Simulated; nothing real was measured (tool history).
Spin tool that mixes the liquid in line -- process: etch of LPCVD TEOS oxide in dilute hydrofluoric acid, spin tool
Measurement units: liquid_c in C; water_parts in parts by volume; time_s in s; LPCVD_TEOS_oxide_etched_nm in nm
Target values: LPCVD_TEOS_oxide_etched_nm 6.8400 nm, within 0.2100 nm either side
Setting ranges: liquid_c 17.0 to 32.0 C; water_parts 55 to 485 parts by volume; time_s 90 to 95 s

Run 1, hour 0.0: liquid_c 24.0 C, water_parts 270 parts by volume, time_s 90 s. Result: LPCVD_TEOS_oxide_etched_nm 8.4478 nm.
Run 2, hour 5.6: liquid_c 22.5 C, water_parts 270 parts by volume, time_s 90 s. Result: LPCVD_TEOS_oxide_etched_nm 8.1043 nm.
Run 3, hour 7.1: liquid_c 22.5 C, water_parts 205 parts by volume, time_s 90 s. Result: LPCVD_TEOS_oxide_etched_nm 11.2810 nm.
Run 4, hour 14.6: liquid_c 21.0 C, water_parts 230 parts by volume, time_s 90 s. Result: LPCVD_TEOS_oxide_etched_nm 9.3400 nm.
Run 5, hour 22.8: liquid_c 21.0 C, water_parts 230 parts by volume, time_s 90 s. Result: LPCVD_TEOS_oxide_etched_nm 9.3039 nm.
Run 6, hour 24.3: liquid_c 21.0 C, water_parts 155 parts by volume, time_s 90 s. Result: LPCVD_TEOS_oxide_etched_nm 14.7350 nm.
Run 7, hour 26.9: liquid_c 21.0 C, water_parts 155 parts by volume, time_s 90 s. Result: LPCVD_TEOS_oxide_etched_nm 14.8650 nm.
Run 8, hour 32.6: liquid_c 20.0 C, water_parts 190 parts by volume, time_s 90 s. Result: LPCVD_TEOS_oxide_etched_nm 11.1580 nm.
Run 9, hour 34.1: liquid_c 19.0 C, water_parts 210 parts by volume, time_s 90 s. Result: LPCVD_TEOS_oxide_etched_nm 9.5466 nm.
Run 10, hour 41.8: liquid_c 18.5 C, water_parts 225 parts by volume, time_s 90 s. Result: LPCVD_TEOS_oxide_etched_nm 8.6341 nm.
Run 11, hour 47.9: liquid_c 18.0 C, water_parts 235 parts by volume, time_s 90 s. Result: LPCVD_TEOS_oxide_etched_nm 8.0693 nm.
Run 12, hour 52.7: liquid_c 17.0 C, water_parts 270 parts by volume, time_s 90 s. Result: LPCVD_TEOS_oxide_etched_nm 6.5856 nm.

Which one of the following 4 next-run settings gets every result inside its allowed miss? There is exactly one.
Run A, hour 57.5: liquid_c 21.5 C, water_parts 275 parts by volume, time_s 90 s. Result: LPCVD_TEOS_oxide_etched_nm ?.
Run B, hour 57.5: liquid_c 18.0 C, water_parts 255 parts by volume, time_s 90 s. Result: LPCVD_TEOS_oxide_etched_nm ?.
Run C, hour 57.5: liquid_c 17.0 C, water_parts 260 parts by volume, time_s 90 s. Result: LPCVD_TEOS_oxide_etched_nm ?.
Run D, hour 57.5: liquid_c 19.0 C, water_parts 305 parts by volume, time_s 95 s. Result: LPCVD_TEOS_oxide_etched_nm ?.

move  LPCVD_TEOS_oxide_etched_nm
   A                      7.5721
   B                      7.2984
   C                      6.8578
   D                      6.4002
A: takes the result that was furthest off past its target
B: takes the result that was furthest off past its target
C: each result inside its tolerance
D: its largest miss is bigger than the last run's
Answer: C
